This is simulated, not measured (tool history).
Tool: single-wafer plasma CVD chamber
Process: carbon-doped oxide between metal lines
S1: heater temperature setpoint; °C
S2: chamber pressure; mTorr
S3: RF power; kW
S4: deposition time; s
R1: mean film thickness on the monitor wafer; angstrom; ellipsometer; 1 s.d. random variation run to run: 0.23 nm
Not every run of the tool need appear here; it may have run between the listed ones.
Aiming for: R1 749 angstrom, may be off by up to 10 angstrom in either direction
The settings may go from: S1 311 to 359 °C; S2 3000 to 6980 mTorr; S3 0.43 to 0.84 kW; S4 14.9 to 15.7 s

{"run": 1, "day": 0.0, "S1": 335, "S2": 4990, "S3": 0.635, "S4": 15.7, "R1": 911.99}
{"run": 2, "day": 0.308, "S1": 341, "S2": 4460, "S3": 0.605, "S4": 15.7, "R1": 853.42}
{"run": 3, "day": 0.521, "S1": 341, "S2": 4120, "S3": 0.605, "S4": 15.7, "R1": 840.51}
{"run": 4, "day": 0.817, "S1": 341, "S2": 4120, "S3": 0.605, "S4": 15.7, "R1": 842.69}
{"run": 5, "day": 1.042, "S1": 341, "S2": 4120, "S3": 0.52, "S4": 15.7, "R1": 793.81}
{"run": 6, "day": 1.325, "S1": 345, "S2": 4020, "S3": 0.52, "S4": 15.7, "R1": 781.67}
{"run": 7, "day": 1.588, "S1": 348, "S2": 3910, "S3": 0.52, "S4": 15.7, "R1": 762.74}
{"run": 8, "day": 1.9, "S1": 349, "S2": 3890, "S3": 0.52, "S4": 15.7, "R1": 763.48}

Of the 5 settings listed for the next run, only one would bring every result within its allowed miss of target. Which one?
{"run": "A", "day": 2.212, "S1": 344, "S2": 4450, "S3": 0.46, "S4": 15.1, "R1": "?"}
{"run": "B", "day": 2.212, "S1": 350, "S2": 3370, "S3": 0.485, "S4": 15.7, "R1": "?"}
{"run": "C", "day": 2.212, "S1": 344, "S2": 3710, "S3": 0.54, "S4": 15.1, "R1": "?"}
{"run": "D", "day": 2.212, "S1": 354, "S2": 3180, "S3": 0.51, "S4": 15.5, "R1": "?"}
{"run": "E", "day": 2.212, "S1": 341, "S2": 3170, "S3": 0.545, "S4": 15.6, "R1": "?"}

move=A R1=728.84
move=B R1=727.25
move=C R1=752.08
move=D R1=721.47
move=E R1=773.46
A: takes the result that was furthest off past its target
B: takes the result that was furthest off past its target
C: all results land within tolerance of their targets
D: takes the result that was furthest off past its target
E: misses by more than the last run did
Move C is the one to make.
